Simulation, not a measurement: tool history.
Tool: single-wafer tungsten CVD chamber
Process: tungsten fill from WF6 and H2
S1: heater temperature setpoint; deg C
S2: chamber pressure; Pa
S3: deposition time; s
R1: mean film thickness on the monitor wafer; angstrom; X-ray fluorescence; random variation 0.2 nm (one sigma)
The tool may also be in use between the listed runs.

Run 1, hour 0: S1 385 deg C, S2 7279 Pa, S3 23.9 s. Result: R1 691.83 angstrom.
Run 2, hour 5.8: S1 381 deg C, S2 7253 Pa, S3 23.9 s. Result: R1 633.37 angstrom.
Run 3, hour 6.6: S1 391 deg C, S2 7253 Pa, S3 23.9 s. Result: R1 788.76 angstrom.
Run 4, hour 12.9: S1 391 deg C, S2 7253 Pa, S3 23.9 s. Result: R1 790.24 angstrom.
Run 5, hour 13.9: S1 391 deg C, S2 6439 Pa, S3 23.9 s. Result: R1 749.1 angstrom.
Run 6, hour 20: S1 391 deg C, S2 7319 Pa, S3 23.9 s. Result: R1 790.64 angstrom.
Run 7, hour 24.9: S1 379 deg C, S2 7146 Pa, S3 23.9 s. Result: R1 599.26 angstrom.
Run 8, hour 32.3: S1 378 deg C, S2 7133 Pa, S3 23.9 s. Result: R1 590.24 angstrom.
Run 9, hour 36.7: S1 377 deg C, S2 7119 Pa, S3 23.9 s. Result: R1 568.35 angstrom.

The next listed run, before its measurement:
Run 10, hour 44.5: S1 376 deg C, S2 7119 Pa, S3 23.9 s. Result: R1 ?.

Run 10 gave R1 556.97 angstrom.
